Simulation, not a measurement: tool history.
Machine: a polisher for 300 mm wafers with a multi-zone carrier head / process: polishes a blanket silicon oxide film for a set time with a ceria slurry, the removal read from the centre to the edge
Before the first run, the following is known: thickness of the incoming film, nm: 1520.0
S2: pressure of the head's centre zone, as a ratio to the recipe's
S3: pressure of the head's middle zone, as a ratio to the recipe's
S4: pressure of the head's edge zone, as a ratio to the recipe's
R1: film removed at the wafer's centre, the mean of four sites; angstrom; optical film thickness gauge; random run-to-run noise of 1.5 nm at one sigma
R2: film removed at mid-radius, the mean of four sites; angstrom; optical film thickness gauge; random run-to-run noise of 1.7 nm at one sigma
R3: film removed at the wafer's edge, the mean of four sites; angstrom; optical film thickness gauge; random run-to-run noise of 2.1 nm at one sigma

run 1 hour=0 | flow_of_slurry_(ml/min)=200 S2=1 S3=1 S4=1 polishing_time_(s)=47 | R1=2993.4 R2=2917 R3=3074.5
run 2 hour=0.7 | flow_of_slurry_(ml/min)=200 S2=1.02 S3=0.98 S4=0.95 polishing_time_(s)=43 | R1=2796.4 R2=2629.4 R3=2735.5
run 3 hour=3.6 | flow_of_slurry_(ml/min)=195 S2=1.03 S3=0.96 S4=0.91 polishing_time_(s)=40 | R1=2583.3 R2=2412.2 R3=2455.4
run 4 hour=8.9 | flow_of_slurry_(ml/min)=195 S2=1.03 S3=0.96 S4=0.95 polishing_time_(s)=40 | R1=2606.5 R2=2381 R3=2462.7
run 5 hour=11 | flow_of_slurry_(ml/min)=195 S2=1.03 S3=1.03 S4=0.95 polishing_time_(s)=40 | R1=2608.3 R2=2520.9 R3=2519.4
run 6 hour=13.4 | flow_of_slurry_(ml/min)=195 S2=1.03 S3=1.03 S4=0.99 polishing_time_(s)=40 | R1=2584 R2=2529.9 R3=2597.4
run 7 hour=19 | flow_of_slurry_(ml/min)=180 S2=1.03 S3=0.99 S4=0.94 polishing_time_(s)=39 | R1=2518.3 R2=2363.1 R3=2402.1
run 8 hour=19.8 | flow_of_slurry_(ml/min)=165 S2=1.03 S3=0.97 S4=0.92 polishing_time_(s)=39 | R1=2446.5 R2=2247.3 R3=2379.6

Run 9, settings as shown, results not yet in. Your forecast:
run 9 hour=27.8 | flow_of_slurry_(ml/min)=165 S2=1.05 S3=0.96 S4=0.89 polishing_time_(s)=38 | R1=? R2=? R3=?

{"run 9": {"R1": 2430.5, "R2": 2234.8, "R3": 2320.2}}
